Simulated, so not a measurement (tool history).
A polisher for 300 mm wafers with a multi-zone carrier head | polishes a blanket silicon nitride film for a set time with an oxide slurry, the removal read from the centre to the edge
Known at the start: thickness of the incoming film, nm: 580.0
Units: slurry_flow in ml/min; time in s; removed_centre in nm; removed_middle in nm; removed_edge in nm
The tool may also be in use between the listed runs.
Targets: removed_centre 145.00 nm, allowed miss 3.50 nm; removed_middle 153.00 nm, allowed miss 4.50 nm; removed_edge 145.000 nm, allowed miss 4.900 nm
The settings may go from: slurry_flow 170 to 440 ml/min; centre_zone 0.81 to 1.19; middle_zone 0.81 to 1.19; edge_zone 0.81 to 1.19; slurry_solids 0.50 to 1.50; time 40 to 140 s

run 1 hour=0.0 | slurry_flow=280 centre_zone=1.00 middle_zone=1.00 edge_zone=1.00 slurry_solids=1.00 time=90 | removed_centre=102.70 removed_middle=103.23 removed_edge=99.246
run 2 hour=4.9 | slurry_flow=280 centre_zone=1.05 middle_zone=1.00 edge_zone=1.00 slurry_solids=1.00 time=90 | removed_centre=106.10 removed_middle=103.18 removed_edge=96.986
run 3 hour=9.4 | slurry_flow=280 centre_zone=1.05 middle_zone=1.00 edge_zone=1.04 slurry_solids=1.00 time=90 | removed_centre=105.87 removed_middle=103.85 removed_edge=99.500
run 4 hour=10.7 | slurry_flow=295 centre_zone=1.05 middle_zone=1.02 edge_zone=1.08 slurry_solids=1.15 time=92 | removed_centre=112.77 removed_middle=112.28 removed_edge=109.130
run 5 hour=18.4 | slurry_flow=300 centre_zone=1.06 middle_zone=1.05 edge_zone=1.10 slurry_solids=1.25 time=96 | removed_centre=123.18 removed_middle=121.06 removed_edge=118.380
run 6 hour=19.4 | slurry_flow=310 centre_zone=1.05 middle_zone=1.09 edge_zone=1.12 slurry_solids=1.35 time=99 | removed_centre=128.72 removed_middle=131.15 removed_edge=125.160
run 7 hour=27.4 | slurry_flow=315 centre_zone=1.05 middle_zone=1.11 edge_zone=1.13 slurry_solids=1.40 time=102 | removed_centre=134.11 removed_middle=140.92 removed_edge=129.930
run 8 hour=28.7 | slurry_flow=320 centre_zone=1.05 middle_zone=1.11 edge_zone=1.15 slurry_solids=1.45 time=104 | removed_centre=139.86 removed_middle=142.66 removed_edge=135.460
run 9 hour=34.3 | slurry_flow=320 centre_zone=1.04 middle_zone=1.12 edge_zone=1.16 slurry_solids=1.45 time=106 | removed_centre=138.89 removed_middle=148.21 removed_edge=140.420
run 10 hour=41.4 | slurry_flow=325 centre_zone=1.04 middle_zone=1.12 edge_zone=1.17 slurry_solids=1.45 time=106 | removed_centre=140.29 removed_middle=145.72 removed_edge=140.010

Which of these 5 next moves meets every target?
run A hour=48.5 | slurry_flow=335 centre_zone=0.93 middle_zone=0.98 edge_zone=1.19 slurry_solids=1.45 time=108 | removed_centre=? removed_middle=? removed_edge=?
run B hour=48.5 | slurry_flow=265 centre_zone=1.17 middle_zone=1.08 edge_zone=1.19 slurry_solids=1.45 time=99 | removed_centre=? removed_middle=? removed_edge=?
run C hour=48.5 | slurry_flow=245 centre_zone=1.00 middle_zone=1.12 edge_zone=1.17 slurry_solids=1.45 time=103 | removed_centre=? removed_middle=? removed_edge=?
run D hour=48.5 | slurry_flow=360 centre_zone=1.04 middle_zone=1.14 edge_zone=1.18 slurry_solids=0.95 time=123 | removed_centre=? removed_middle=? removed_edge=?
run E hour=48.5 | slurry_flow=335 centre_zone=0.95 middle_zone=1.08 edge_zone=1.10 slurry_solids=1.45 time=108 | removed_centre=? removed_middle=? removed_edge=?

move=A removed_centre=130.94 removed_middle=138.87 removed_edge=145.110
move=B removed_centre=141.68 removed_middle=131.53 removed_edge=130.540
move=C removed_centre=127.98 removed_middle=138.73 removed_edge=133.640
move=D removed_centre=145.72 removed_middle=153.93 removed_edge=146.020
move=E removed_centre=133.30 removed_middle=147.04 removed_edge=139.220
A: further off than the last run
B: further off than the last run
C: further off than the last run
D: meets every target
E: further off than the last run
The right move is D.

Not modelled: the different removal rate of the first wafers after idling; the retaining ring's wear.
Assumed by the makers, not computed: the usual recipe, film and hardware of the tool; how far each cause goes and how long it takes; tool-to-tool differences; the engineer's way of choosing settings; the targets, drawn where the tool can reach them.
